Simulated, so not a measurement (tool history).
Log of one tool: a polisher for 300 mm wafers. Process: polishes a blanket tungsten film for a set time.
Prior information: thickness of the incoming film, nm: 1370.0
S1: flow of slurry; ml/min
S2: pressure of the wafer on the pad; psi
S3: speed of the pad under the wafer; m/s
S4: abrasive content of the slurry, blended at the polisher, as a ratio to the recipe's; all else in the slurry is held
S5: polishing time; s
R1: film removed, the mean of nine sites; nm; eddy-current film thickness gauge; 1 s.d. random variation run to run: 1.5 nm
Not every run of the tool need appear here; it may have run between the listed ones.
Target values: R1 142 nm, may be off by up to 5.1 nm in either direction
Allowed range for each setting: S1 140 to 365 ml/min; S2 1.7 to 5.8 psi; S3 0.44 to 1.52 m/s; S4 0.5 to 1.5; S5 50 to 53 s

run,hour,S1,S2,S3,S4,S5,R1
1,0,235,3.7,0.98,1,50,204.27
2,5.7,235,3.4,0.98,1,50,185.06
3,10.7,235,3.4,0.98,0.9,50,182.87
4,15.8,235,3.4,0.98,0.9,53,192.65
5,23.5,235,3.2,0.98,0.9,53,182.47
6,28.1,235,3.2,0.98,0.8,53,179.48
7,29.8,235,3,0.98,0.8,53,167.34
8,30.3,235,2.9,0.98,0.8,53,163.55
9,36.5,235,2.8,0.98,0.8,53,156.57
10,39.8,235,2.8,0.98,0.8,53,159.75
11,43.7,230,2.3,0.98,0.8,53,129.46
12,44.6,235,2.3,0.98,0.8,53,129.13
13,45.4,235,2.7,0.98,0.8,53,148.76

Which single option among these 5 for the next run brings every result within its allowed miss of target? Just one does.
A,46.2,205,3,1,0.7,50,?
B,46.2,225,2.6,1.04,0.7,53,?
C,46.2,225,2.5,0.98,0.75,51,?
D,46.2,215,2.3,1.14,0.75,51,?
E,46.2,245,2.7,1.06,0.7,50,?

move,R1
A,153.42
B,148.86
C,131.83
D,140.29
E,149.71
A: misses by more than the last run did
B: just as far off the targets as the last run
C: moves the result that the last run missed by most past its target, out the other side
D: hits every target within its allowed miss
E: misses by more than the last run did
D meets every target.
